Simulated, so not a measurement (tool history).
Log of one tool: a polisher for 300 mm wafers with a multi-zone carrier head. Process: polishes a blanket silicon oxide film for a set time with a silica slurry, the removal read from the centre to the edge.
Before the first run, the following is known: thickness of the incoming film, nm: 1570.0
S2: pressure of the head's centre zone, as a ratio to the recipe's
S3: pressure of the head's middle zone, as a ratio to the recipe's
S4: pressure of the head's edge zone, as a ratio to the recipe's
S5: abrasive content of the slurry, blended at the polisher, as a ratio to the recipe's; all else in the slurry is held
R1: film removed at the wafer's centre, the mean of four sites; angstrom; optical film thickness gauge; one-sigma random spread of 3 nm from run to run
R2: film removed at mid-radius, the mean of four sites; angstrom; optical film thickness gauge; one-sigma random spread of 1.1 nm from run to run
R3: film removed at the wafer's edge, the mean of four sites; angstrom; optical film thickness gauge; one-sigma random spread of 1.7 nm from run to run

Run 1, day 0.000: flow of slurry (ml/min) 320, S2 1.00, S3 1.00, S4 1.00, S5 1.00, polishing time (s) 35. Result: R1 1667.3 angstrom, R2 1670.3 angstrom, R3 1708.9 angstrom.
Run 2, day 0.338: flow of slurry (ml/min) 325, S2 1.01, S3 0.99, S4 1.02, S5 1.00, polishing time (s) 35. Result: R1 1651.4 angstrom, R2 1661.5 angstrom, R3 1754.3 angstrom.
Run 3, day 0.629: flow of slurry (ml/min) 325, S2 0.96, S3 0.99, S4 1.02, S5 1.00, polishing time (s) 35. Result: R1 1618.9 angstrom, R2 1644.2 angstrom, R3 1721.2 angstrom.
Run 4, day 0.662: flow of slurry (ml/min) 330, S2 0.99, S3 0.97, S4 1.02, S5 1.00, polishing time (s) 35. Result: R1 1659.3 angstrom, R2 1634.2 angstrom, R3 1700.2 angstrom.
Run 5, day 0.942: flow of slurry (ml/min) 330, S2 0.99, S3 0.97, S4 1.02, S5 0.80, polishing time (s) 35. Result: R1 1421.8 angstrom, R2 1417.6 angstrom, R3 1501.3 angstrom.
Run 6, day 1.279: flow of slurry (ml/min) 330, S2 0.99, S3 0.97, S4 1.06, S5 0.80, polishing time (s) 35. Result: R1 1447.0 angstrom, R2 1422.5 angstrom, R3 1544.6 angstrom.

Expected results for the next run?
Run 7, day 1.392: flow of slurry (ml/min) 330, S2 1.01, S3 0.96, S4 1.07, S5 0.85, polishing time (s) 35. Result: R1 ?, R2 ?, R3 ?.

R1: 1539.2 angstrom
R2: 1442.0 angstrom
R3: 1604.4 angstrom
